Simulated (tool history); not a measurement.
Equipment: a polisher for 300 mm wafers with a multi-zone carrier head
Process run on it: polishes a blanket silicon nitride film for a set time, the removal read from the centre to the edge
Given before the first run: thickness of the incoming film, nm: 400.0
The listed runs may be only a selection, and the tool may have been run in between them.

run,day,flow of slurry (ml/min),pressure of the head's centre zone,pressure of the head's middle zone,pressure of the head's edge zone,polishing time (s),film removed at the wafer's centre (nm),film removed at mid-radius (nm),film removed at the wafer's edge (nm)
1,0,185,1,1,1,57,156.96,151.78,151.72
2,0.362,180,0.99,0.98,1,56,148.69,143.51,148.73
3,0.5,175,0.98,0.97,0.99,55,144.49,140.21,143.98
4,0.796,170,0.97,0.95,0.99,54,139.55,134.71,145.18
5,0.858,170,0.97,1.01,0.99,54,138.65,142.78,143.89
6,1.2,170,0.97,1.01,0.99,67,177.4,175.93,175.55
7,1.317,165,0.96,0.99,0.99,65,164.47,168.03,170.41
8,1.354,165,0.96,0.97,0.99,63,159.22,158.63,168.01
9,1.625,140,0.88,0.87,0.92,47,110.6,107.25,115.25

Run 10 has not been measured yet. What should we expect?
10,1.712,140,0.88,0.87,0.93,47,?,?,?

{"run 10": {"film removed at the wafer's centre (nm)": 108.67, "film removed at mid-radius (nm)": 107.1, "film removed at the wafer's edge (nm)": 117.38}}
